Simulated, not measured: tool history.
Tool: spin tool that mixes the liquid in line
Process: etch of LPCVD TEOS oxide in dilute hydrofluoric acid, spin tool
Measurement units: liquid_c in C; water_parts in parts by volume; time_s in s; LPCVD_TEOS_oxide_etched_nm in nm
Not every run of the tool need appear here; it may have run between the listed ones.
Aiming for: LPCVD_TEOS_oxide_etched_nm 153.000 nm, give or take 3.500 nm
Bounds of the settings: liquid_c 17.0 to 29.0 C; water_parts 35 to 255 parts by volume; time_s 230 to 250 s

run,day,liquid_c,water_parts,time_s,LPCVD_TEOS_oxide_etched_nm
1,0.000,21.0,145,230,48.782
2,0.308,21.0,145,250,53.083
3,0.612,23.0,120,250,70.810
4,0.962,23.0,150,250,55.161
5,1.138,23.0,185,250,42.992
6,1.258,24.5,145,250,61.167
7,1.288,25.5,120,250,78.955
8,1.317,26.5,100,250,100.090
9,1.375,29.0,60,250,194.010
10,1.496,28.0,60,250,186.870
11,1.742,24.0,60,250,159.690

Exercise: of the 5 proposed moves below, exactly one satisfies all targets within the stated allowed misses. Which move is it?
A,1.988,24.5,65,245,?
B,1.988,21.5,60,250,?
C,1.988,22.0,55,250,?
D,1.988,28.5,70,235,?
E,1.988,21.0,55,235,?

move,LPCVD_TEOS_oxide_etched_nm
A,146.530
B,144.110
C,161.520
D,151.960
E,145.610
A: moves the result that the last run missed by most past its target, out the other side
B: moves the result that the last run missed by most past its target, out the other side
C: the biggest miss grows against the last run
D: each result inside its tolerance
E: moves the result that the last run missed by most past its target, out the other side
Move D is the one to make.
